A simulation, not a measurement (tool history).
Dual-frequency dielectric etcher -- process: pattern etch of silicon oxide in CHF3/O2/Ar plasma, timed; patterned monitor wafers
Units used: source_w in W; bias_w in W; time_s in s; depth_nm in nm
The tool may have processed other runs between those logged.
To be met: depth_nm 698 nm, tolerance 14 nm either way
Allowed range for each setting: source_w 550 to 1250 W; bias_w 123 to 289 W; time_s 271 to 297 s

run 1 hour=0 | source_w=900 bias_w=206 time_s=297 | depth_nm=784.36
run 2 hour=6.9 | source_w=850 bias_w=203 time_s=296.5 | depth_nm=765.41
run 3 hour=13.3 | source_w=760 bias_w=203 time_s=296.5 | depth_nm=742.13
run 4 hour=17.1 | source_w=730 bias_w=201 time_s=296.5 | depth_nm=728.99
run 5 hour=20.1 | source_w=710 bias_w=200 time_s=296.5 | depth_nm=719.18
run 6 hour=22.7 | source_w=700 bias_w=199 time_s=296.5 | depth_nm=714.5
-- hour=30.3 bias power generator calibrated
run 7 hour=30.3 | source_w=690 bias_w=198 time_s=296.5 | depth_nm=720.65
run 8 hour=32 | source_w=670 bias_w=197 time_s=296.5 | depth_nm=718.42

Pick the move, out of 5, that brings all results within their allowed miss; only one does.
run A hour=33.7 | source_w=810 bias_w=214 time_s=292.5 | depth_nm=?
run B hour=33.7 | source_w=760 bias_w=225 time_s=287.5 | depth_nm=?
run C hour=33.7 | source_w=670 bias_w=225 time_s=297 | depth_nm=?
run D hour=33.7 | source_w=670 bias_w=183 time_s=297 | depth_nm=?
run E hour=33.7 | source_w=700 bias_w=199 time_s=297 | depth_nm=?

move=A depth_nm=764.69
move=B depth_nm=747.08
move=C depth_nm=743.1
move=D depth_nm=703.69
move=E depth_nm=728.54
A: moves away from the targets compared with the last run
B: moves away from the targets compared with the last run
C: moves away from the targets compared with the last run
D: in spec on every target
E: moves away from the targets compared with the last run
Correct choice: D, which meets every target
